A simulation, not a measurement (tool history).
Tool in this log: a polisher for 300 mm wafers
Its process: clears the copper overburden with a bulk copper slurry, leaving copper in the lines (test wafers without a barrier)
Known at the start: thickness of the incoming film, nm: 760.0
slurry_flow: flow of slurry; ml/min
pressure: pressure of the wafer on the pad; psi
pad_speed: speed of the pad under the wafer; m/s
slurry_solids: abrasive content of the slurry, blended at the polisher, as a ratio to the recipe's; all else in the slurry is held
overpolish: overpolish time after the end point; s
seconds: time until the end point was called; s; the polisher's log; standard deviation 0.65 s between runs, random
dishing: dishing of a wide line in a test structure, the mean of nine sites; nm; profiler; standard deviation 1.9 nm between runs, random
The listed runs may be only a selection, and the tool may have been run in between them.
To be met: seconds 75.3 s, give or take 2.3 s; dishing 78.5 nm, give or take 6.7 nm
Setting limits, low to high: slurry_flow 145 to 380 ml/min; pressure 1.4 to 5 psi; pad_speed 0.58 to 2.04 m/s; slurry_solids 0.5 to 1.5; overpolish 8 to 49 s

run	hour	slurry_flow	pressure	pad_speed	slurry_solids	overpolish	seconds	dishing
1	0	245	3.2	1.3	1	25	57.072	90.707
2	1.4	245	3.2	1.3	1.1	25	56.283	92.821
3	6.4	245	2.7	1.3	1.1	25	65.944	84.023
4	7	245	2.7	0.98	1.1	25	85.136	83.474
5	15.6	245	3.2	0.98	1.1	25	73.562	89.367
6	17.2	245	3.2	0.98	1.1	35	72.418	87.716
7	21.1	245	3.1	1	1.05	38	75.194	86.917
8	28.2	250	3	1.04	1	39	74.612	93.281
9	29	235	3	1.04	1.05	38	74.348	94.094
10	36.7	250	3	1.04	1.05	37	73.795	94.427
11	42.1	235	3	1.04	1.05	35	74.102	92.186
12	44.3	250	3	1.04	1.1	33	74.162	86.431
13	52.7	255	3	1.04	1.1	33	74.555	88.694
14	55.2	260	3	1.04	1.15	30	72.263	94.875
15	63.3	245	3	1.04	1.15	29	73.522	86.984
16	65.6	235	3	1.04	1.15	28	74.111	90.796
17	74.4	250	3	1.04	1.1	26	74.259	87.421

Which of these 4 next moves meets every target?
A	83.2	355	4.5	0.66	1.2	34	?	?
B	83.2	180	3.4	0.96	1.05	32	?	?
C	83.2	200	2.9	1.06	1.45	39	?	?
D	83.2	200	2.5	1.28	1.05	20	?	?

move	seconds	dishing
A	74.383	101.93
B	75.981	96.283
C	74.618	95.887
D	76.198	81.76
A: moves away from the targets compared with the last run
B: moves away from the targets compared with the last run
C: moves away from the targets compared with the last run
D: meets every target
D is the move that brings every result within its allowed miss.

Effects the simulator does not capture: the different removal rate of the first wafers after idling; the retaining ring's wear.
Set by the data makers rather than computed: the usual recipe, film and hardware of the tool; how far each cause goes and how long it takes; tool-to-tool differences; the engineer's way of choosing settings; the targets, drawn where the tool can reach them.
